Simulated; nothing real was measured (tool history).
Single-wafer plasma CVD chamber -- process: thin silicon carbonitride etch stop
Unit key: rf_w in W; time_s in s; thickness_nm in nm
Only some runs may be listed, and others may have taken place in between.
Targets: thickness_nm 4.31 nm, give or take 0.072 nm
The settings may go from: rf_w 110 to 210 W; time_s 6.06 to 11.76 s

Run 1, hour 0: rf_w 160 W, time_s 8.91 s. Result: thickness_nm 4.8276 nm.
Run 2, hour 4.6: rf_w 170 W, time_s 8.91 s. Result: thickness_nm 4.9696 nm.
Run 3, hour 5.8: rf_w 170 W, time_s 10.09 s. Result: thickness_nm 5.5901 nm.
Run 4, hour 10: rf_w 155 W, time_s 9.7 s. Result: thickness_nm 5.1977 nm.
Run 5, hour 17.1: rf_w 145 W, time_s 9.43 s. Result: thickness_nm 4.961 nm.
Run 6, hour 20.8: rf_w 140 W, time_s 9.22 s. Result: thickness_nm 4.7896 nm.
Run 7, hour 24: rf_w 135 W, time_s 9.08 s. Result: thickness_nm 4.6723 nm.
At hour 30.3: RF generator calibrated.
Run 8, hour 30.3: rf_w 130 W, time_s 8.98 s. Result: thickness_nm 4.6511 nm.

Which single option among these 5 for the next run brings every result within its allowed miss of target? Just one does.
Run A, hour 36.6: rf_w 125 W, time_s 9.96 s. Result: thickness_nm ?.
Run B, hour 36.6: rf_w 125 W, time_s 9.18 s. Result: thickness_nm ?.
Run C, hour 36.6: rf_w 150 W, time_s 7.89 s. Result: thickness_nm ?.
Run D, hour 36.6: rf_w 135 W, time_s 9.86 s. Result: thickness_nm ?.
Run E, hour 36.6: rf_w 125 W, time_s 10.26 s. Result: thickness_nm ?.

move  thickness_nm
   A        5.0791
   B        4.6813
   C        4.2865
   D        5.1655
   E        5.2321
A: the biggest miss grows against the last run
B: the biggest miss grows against the last run
C: every result lands within tolerance
D: the biggest miss grows against the last run
E: the biggest miss grows against the last run
So the answer is move C, the one that meets all the targets.
